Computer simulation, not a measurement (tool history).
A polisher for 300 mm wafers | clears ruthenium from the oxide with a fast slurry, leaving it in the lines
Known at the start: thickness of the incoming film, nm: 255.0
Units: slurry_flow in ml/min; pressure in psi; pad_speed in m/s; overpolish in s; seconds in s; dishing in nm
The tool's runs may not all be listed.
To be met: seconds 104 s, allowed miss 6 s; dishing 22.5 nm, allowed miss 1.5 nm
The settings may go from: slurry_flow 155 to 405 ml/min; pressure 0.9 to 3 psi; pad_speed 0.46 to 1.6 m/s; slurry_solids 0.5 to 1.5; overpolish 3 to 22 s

Run 1, hour 0: slurry_flow 260 ml/min, pressure 1.9 psi, pad_speed 1.02 m/s, slurry_solids 1, overpolish 11 s. Result: seconds 74.476 s, dishing 21.473 nm.
Run 2, hour 2.7: slurry_flow 260 ml/min, pressure 1.8 psi, pad_speed 1.02 m/s, slurry_solids 1, overpolish 12 s. Result: seconds 78.621 s, dishing 21.119 nm.
Run 3, hour 8.7: slurry_flow 260 ml/min, pressure 1.7 psi, pad_speed 1 m/s, slurry_solids 1, overpolish 13 s. Result: seconds 85.288 s, dishing 21.321 nm.
Run 4, hour 11.7: slurry_flow 260 ml/min, pressure 1.7 psi, pad_speed 1 m/s, slurry_solids 0.85, overpolish 13 s. Result: seconds 90.702 s, dishing 20.375 nm.
Run 5, hour 14.9: slurry_flow 260 ml/min, pressure 1.7 psi, pad_speed 0.88 m/s, slurry_solids 0.85, overpolish 13 s. Result: seconds 108.96 s, dishing 19.061 nm.
Run 6, hour 17.2: slurry_flow 260 ml/min, pressure 1.7 psi, pad_speed 0.76 m/s, slurry_solids 0.85, overpolish 13 s. Result: seconds 121.64 s, dishing 17.395 nm.
Run 7, hour 18.9: slurry_flow 260 ml/min, pressure 1.8 psi, pad_speed 0.76 m/s, slurry_solids 0.85, overpolish 14 s. Result: seconds 115.91 s, dishing 18.863 nm.
Run 8, hour 21.6: slurry_flow 260 ml/min, pressure 1.9 psi, pad_speed 0.76 m/s, slurry_solids 0.85, overpolish 15 s. Result: seconds 108.69 s, dishing 20.107 nm.

Which of these 5 next moves meets every target?
Run A, hour 24.3: slurry_flow 215 ml/min, pressure 2.3 psi, pad_speed 0.68 m/s, slurry_solids 0.95, overpolish 11 s. Result: seconds ?, dishing ?.
Run B, hour 24.3: slurry_flow 260 ml/min, pressure 2.1 psi, pad_speed 0.74 m/s, slurry_solids 0.75, overpolish 13 s. Result: seconds ?, dishing ?.
Run C, hour 24.3: slurry_flow 280 ml/min, pressure 1.9 psi, pad_speed 0.66 m/s, slurry_solids 0.95, overpolish 18 s. Result: seconds ?, dishing ?.
Run D, hour 24.3: slurry_flow 245 ml/min, pressure 2.1 psi, pad_speed 0.78 m/s, slurry_solids 0.8, overpolish 17 s. Result: seconds ?, dishing ?.
Run E, hour 24.3: slurry_flow 230 ml/min, pressure 2.2 psi, pad_speed 0.76 m/s, slurry_solids 0.8, overpolish 10 s. Result: seconds ?, dishing ?.

move  seconds  dishing
   A   105.02    17.18
   B   115.12   18.112
   C   121.05   21.684
   D   106.43   22.636
   E   106.14   15.909
A: further off than the last run
B: further off than the last run
C: brings the result that was furthest off to its target, and leaves another outside
D: meets every target
E: further off than the last run
Answer: D

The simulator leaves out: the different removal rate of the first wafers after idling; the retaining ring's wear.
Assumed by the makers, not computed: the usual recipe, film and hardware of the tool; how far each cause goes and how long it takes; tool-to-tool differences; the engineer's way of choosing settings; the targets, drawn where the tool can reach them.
